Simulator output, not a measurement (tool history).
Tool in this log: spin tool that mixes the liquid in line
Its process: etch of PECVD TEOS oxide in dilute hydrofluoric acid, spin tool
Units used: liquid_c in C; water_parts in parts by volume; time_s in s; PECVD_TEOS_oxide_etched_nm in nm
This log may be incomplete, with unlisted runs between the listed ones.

run 1 hour=0 | liquid_c=21 water_parts=215 time_s=300 | PECVD_TEOS_oxide_etched_nm=19.48
run 2 hour=8.9 | liquid_c=21 water_parts=215 time_s=320 | PECVD_TEOS_oxide_etched_nm=20.836
run 3 hour=10.8 | liquid_c=21.5 water_parts=215 time_s=320 | PECVD_TEOS_oxide_etched_nm=21.591
run 4 hour=14.3 | liquid_c=22 water_parts=215 time_s=320 | PECVD_TEOS_oxide_etched_nm=21.49
run 5 hour=16.4 | liquid_c=18.5 water_parts=215 time_s=320 | PECVD_TEOS_oxide_etched_nm=18.959
run 6 hour=21.6 | liquid_c=20 water_parts=215 time_s=320 | PECVD_TEOS_oxide_etched_nm=20.235
run 7 hour=25.7 | liquid_c=20.5 water_parts=215 time_s=320 | PECVD_TEOS_oxide_etched_nm=20.268

Run 8, settings as shown, results not yet in. Your forecast:
run 8 hour=31 | liquid_c=21 water_parts=215 time_s=320 | PECVD_TEOS_oxide_etched_nm=?

PECVD_TEOS_oxide_etched_nm: 20.808 nm
